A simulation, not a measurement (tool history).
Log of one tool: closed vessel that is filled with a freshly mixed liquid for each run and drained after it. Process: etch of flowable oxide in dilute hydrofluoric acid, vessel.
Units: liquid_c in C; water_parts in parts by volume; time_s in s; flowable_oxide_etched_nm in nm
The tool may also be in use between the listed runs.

run,hour,liquid_c,water_parts,time_s,flowable_oxide_etched_nm
1,0.0,23.0,105,105,25.168
2,3.0,25.0,100,105,28.825
3,9.9,25.0,100,105,28.634
4,18.0,26.5,100,105,30.600
5,20.7,27.5,100,105,31.677
6,22.8,28.5,100,105,33.483
7,28.4,29.0,100,105,33.006
8,33.3,29.5,100,105,34.370

Run 9 comes next. What will it give?
9,42.0,30.0,100,105,?

flowable_oxide_etched_nm: 34.997 nm
